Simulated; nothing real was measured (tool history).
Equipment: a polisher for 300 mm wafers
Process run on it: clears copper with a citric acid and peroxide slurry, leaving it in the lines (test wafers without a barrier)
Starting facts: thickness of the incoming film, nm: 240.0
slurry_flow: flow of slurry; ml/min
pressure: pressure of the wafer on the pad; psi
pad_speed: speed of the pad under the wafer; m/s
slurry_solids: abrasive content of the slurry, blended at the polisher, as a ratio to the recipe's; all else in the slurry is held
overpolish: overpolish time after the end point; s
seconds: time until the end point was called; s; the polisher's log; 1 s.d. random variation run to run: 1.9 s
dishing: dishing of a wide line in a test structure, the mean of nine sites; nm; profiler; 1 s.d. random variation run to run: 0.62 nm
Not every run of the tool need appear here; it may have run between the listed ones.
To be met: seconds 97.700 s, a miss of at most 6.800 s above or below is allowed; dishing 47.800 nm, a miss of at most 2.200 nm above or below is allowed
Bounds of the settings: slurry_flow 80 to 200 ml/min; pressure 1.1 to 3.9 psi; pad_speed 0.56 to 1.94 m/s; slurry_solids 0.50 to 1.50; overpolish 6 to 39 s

run,day,slurry_flow,pressure,pad_speed,slurry_solids,overpolish,seconds,dishing
1,0.000,130,2.5,1.24,1.00,20,103.710,28.399
2,0.121,125,2.6,1.24,1.00,23,101.180,33.340
3,0.188,120,2.6,1.24,1.00,25,101.330,34.770
4,0.562,120,2.6,1.24,1.00,16,102.170,24.139
5,0.867,120,2.1,1.24,1.00,16,123.450,20.672
6,0.988,120,2.1,1.48,1.00,16,107.050,23.227
7,1.338,115,2.2,1.48,1.00,20,102.630,29.466
8,1.646,110,2.2,1.50,1.00,22,101.850,32.380
9,1.971,105,2.2,1.52,1.00,24,101.390,33.937

Exactly one of the 4 candidate moves below puts every result within its allowed miss. Which one?
A,2.296,100,2.5,1.50,0.95,39,?,?
B,2.296,80,2.2,1.64,0.95,15,?,?
C,2.296,115,1.9,1.70,1.20,35,?,?
D,2.296,95,2.4,1.50,1.05,14,?,?

move,seconds,dishing
A,95.091,52.734
B,104.870,22.704
C,96.498,47.286
D,97.420,22.869
A: pushes the last run's worst result past its target
B: its largest miss is bigger than the last run's
C: all results land within tolerance of their targets
D: its largest miss is bigger than the last run's
C is the move that brings every result within its allowed miss.
